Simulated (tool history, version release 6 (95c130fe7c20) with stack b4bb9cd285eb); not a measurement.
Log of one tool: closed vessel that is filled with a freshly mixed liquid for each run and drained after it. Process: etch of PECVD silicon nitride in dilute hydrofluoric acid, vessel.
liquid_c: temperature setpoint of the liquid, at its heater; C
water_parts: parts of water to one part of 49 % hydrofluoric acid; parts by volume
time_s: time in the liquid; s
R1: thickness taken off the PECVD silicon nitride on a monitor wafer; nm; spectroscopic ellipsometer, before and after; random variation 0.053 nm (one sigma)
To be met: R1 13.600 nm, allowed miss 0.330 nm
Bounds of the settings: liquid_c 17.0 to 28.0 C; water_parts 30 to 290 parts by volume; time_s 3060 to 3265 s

{"run": 1, "hour": 0.0, "liquid_c": 20.0, "water_parts": 160, "time_s": 3060, "R1": 28.593}
{"run": 2, "hour": 9.9, "liquid_c": 20.0, "water_parts": 215, "time_s": 3060, "R1": 21.499}
{"run": 3, "hour": 15.4, "liquid_c": 20.0, "water_parts": 215, "time_s": 3060, "R1": 21.261}
{"run": 4, "hour": 20.1, "liquid_c": 19.5, "water_parts": 225, "time_s": 3060, "R1": 19.714}
{"run": 5, "hour": 26.9, "liquid_c": 21.5, "water_parts": 225, "time_s": 3060, "R1": 22.47}
{"run": 6, "hour": 32.7, "liquid_c": 18.5, "water_parts": 225, "time_s": 3060, "R1": 18.34}
{"run": 7, "hour": 39.4, "liquid_c": 18.0, "water_parts": 235, "time_s": 3060, "R1": 17.067}
{"hour": 47.9, "done": "hydrofluoric acid flow meter replaced"}
{"run": 8, "hour": 47.9, "liquid_c": 18.0, "water_parts": 240, "time_s": 3060, "R1": 15.097}
{"run": 9, "hour": 51.4, "liquid_c": 17.5, "water_parts": 240, "time_s": 3060, "R1": 14.566}
{"run": 10, "hour": 58.2, "liquid_c": 17.0, "water_parts": 240, "time_s": 3060, "R1": 14.265}

Which of these 4 next moves meets every target?
{"run": "A", "hour": 65.0, "liquid_c": 17.0, "water_parts": 240, "time_s": 3130, "R1": "?"}
{"run": "B", "hour": 65.0, "liquid_c": 17.0, "water_parts": 265, "time_s": 3265, "R1": "?"}
{"run": "C", "hour": 65.0, "liquid_c": 17.0, "water_parts": 240, "time_s": 3155, "R1": "?"}
{"run": "D", "hour": 65.0, "liquid_c": 17.0, "water_parts": 250, "time_s": 3195, "R1": "?"}

move=A R1=14.396
move=B R1=13.664
move=C R1=14.511
move=D R1=14.134
A: further off than the last run
B: meets every target
C: further off than the last run
D: nearer than the last run, and not there yet
The right move is B.
